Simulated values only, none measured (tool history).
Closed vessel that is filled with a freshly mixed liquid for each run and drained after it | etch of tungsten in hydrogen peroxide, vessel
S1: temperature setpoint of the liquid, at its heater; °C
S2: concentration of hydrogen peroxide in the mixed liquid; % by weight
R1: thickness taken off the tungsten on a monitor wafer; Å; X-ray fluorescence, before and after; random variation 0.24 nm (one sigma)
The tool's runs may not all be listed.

{"run": 1, "hour": 0.0, "S1": 51.0, "S2": 18, "time in the liquid (s)": 30, "R1": 372.17}
{"run": 2, "hour": 6.4, "S1": 47.0, "S2": 18, "time in the liquid (s)": 30, "R1": 289.39}
{"run": 3, "hour": 11.4, "S1": 41.5, "S2": 18, "time in the liquid (s)": 30, "R1": 205.31}
{"run": 4, "hour": 12.8, "S1": 37.5, "S2": 18, "time in the liquid (s)": 30, "R1": 157.58}
{"run": 5, "hour": 19.7, "S1": 37.5, "S2": 16, "time in the liquid (s)": 30, "R1": 148.46}
{"run": 6, "hour": 23.4, "S1": 37.5, "S2": 16, "time in the liquid (s)": 30, "R1": 148.19}
{"run": 7, "hour": 26.0, "S1": 45.5, "S2": 16, "time in the liquid (s)": 30, "R1": 249.33}
{"run": 8, "hour": 27.3, "S1": 47.0, "S2": 16, "time in the liquid (s)": 30, "R1": 274.39}
{"hour": 31.8, "done": "peroxide flow meter replaced"}
{"run": 9, "hour": 31.8, "S1": 48.0, "S2": 16, "time in the liquid (s)": 30, "R1": 285.05}
{"run": 10, "hour": 34.1, "S1": 48.0, "S2": 16, "time in the liquid (s)": 30, "R1": 281.99}

What does the tool deliver on the next run?
{"run": 11, "hour": 39.2, "S1": 49.0, "S2": 16, "time in the liquid (s)": 30, "R1": "?"}

Run 11 produced R1 298.89 Å.

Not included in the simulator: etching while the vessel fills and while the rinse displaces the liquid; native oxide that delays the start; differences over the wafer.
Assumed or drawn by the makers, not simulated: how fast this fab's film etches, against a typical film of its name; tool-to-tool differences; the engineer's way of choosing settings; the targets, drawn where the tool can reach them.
